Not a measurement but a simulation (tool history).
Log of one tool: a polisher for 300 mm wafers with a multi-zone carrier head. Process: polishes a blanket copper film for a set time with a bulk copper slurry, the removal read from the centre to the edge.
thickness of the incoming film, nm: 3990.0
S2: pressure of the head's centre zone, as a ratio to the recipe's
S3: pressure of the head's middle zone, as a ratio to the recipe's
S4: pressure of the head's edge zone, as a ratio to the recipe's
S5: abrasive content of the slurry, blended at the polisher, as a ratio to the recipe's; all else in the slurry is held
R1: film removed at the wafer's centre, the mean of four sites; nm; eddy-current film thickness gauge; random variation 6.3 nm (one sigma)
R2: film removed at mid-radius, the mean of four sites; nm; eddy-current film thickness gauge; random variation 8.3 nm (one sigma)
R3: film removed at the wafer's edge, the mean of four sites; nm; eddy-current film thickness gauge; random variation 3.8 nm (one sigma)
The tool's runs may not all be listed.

Run 1, hour 0: flow of slurry (ml/min) 160, S2 1, S3 1, S4 1, S5 1, polishing time (s) 74. Result: R1 478.47 nm, R2 496.23 nm, R3 489.35 nm.
Run 2, hour 7: flow of slurry (ml/min) 170, S2 1.01, S3 1.02, S4 1.03, S5 1.05, polishing time (s) 74. Result: R1 505.79 nm, R2 517.71 nm, R3 515.23 nm.
Run 3, hour 10.5: flow of slurry (ml/min) 185, S2 1.01, S3 1.02, S4 1.03, S5 1.05, polishing time (s) 74. Result: R1 506.56 nm, R2 522.96 nm, R3 520.23 nm.
Run 4, hour 14.9: flow of slurry (ml/min) 185, S2 1.01, S3 1.09, S4 1.03, S5 1.05, polishing time (s) 74. Result: R1 506.39 nm, R2 553.67 nm, R3 518.62 nm.
Run 5, hour 16.3: flow of slurry (ml/min) 185, S2 1.01, S3 1.09, S4 1.03, S5 0.95, polishing time (s) 74. Result: R1 494.9 nm, R2 535.86 nm, R3 502.75 nm.
Run 6, hour 21.3: flow of slurry (ml/min) 190, S2 1.02, S3 1.1, S4 1.06, S5 1, polishing time (s) 74. Result: R1 507.47 nm, R2 555.86 nm, R3 517.46 nm.
Run 7, hour 30.1: flow of slurry (ml/min) 195, S2 1.03, S3 1.1, S4 1.08, S5 1.05, polishing time (s) 74. Result: R1 531.13 nm, R2 539.55 nm, R3 531.43 nm.
Run 8, hour 33.6: flow of slurry (ml/min) 195, S2 1.03, S3 1.1, S4 1.08, S5 1.05, polishing time (s) 74. Result: R1 538.48 nm, R2 571.08 nm, R3 529.36 nm.
Run 9, hour 40.3: flow of slurry (ml/min) 200, S2 1.02, S3 1.09, S4 1.1, S5 1.1, polishing time (s) 74. Result: R1 532.79 nm, R2 549.34 nm, R3 551.72 nm.
Run 10, hour 43.2: flow of slurry (ml/min) 205, S2 1.02, S3 1.11, S4 1.11, S5 1.15, polishing time (s) 74. Result: R1 531.24 nm, R2 582.38 nm, R3 555.72 nm.

Forecast run 11:
Run 11, hour 51.4: flow of slurry (ml/min) 210, S2 1.03, S3 1.11, S4 1.12, S5 1.2, polishing time (s) 74. Result: R1 ?, R2 ?, R3 ?.

Run 11 gave R1 555.05 nm, R2 584.23 nm, R3 568.4 nm.
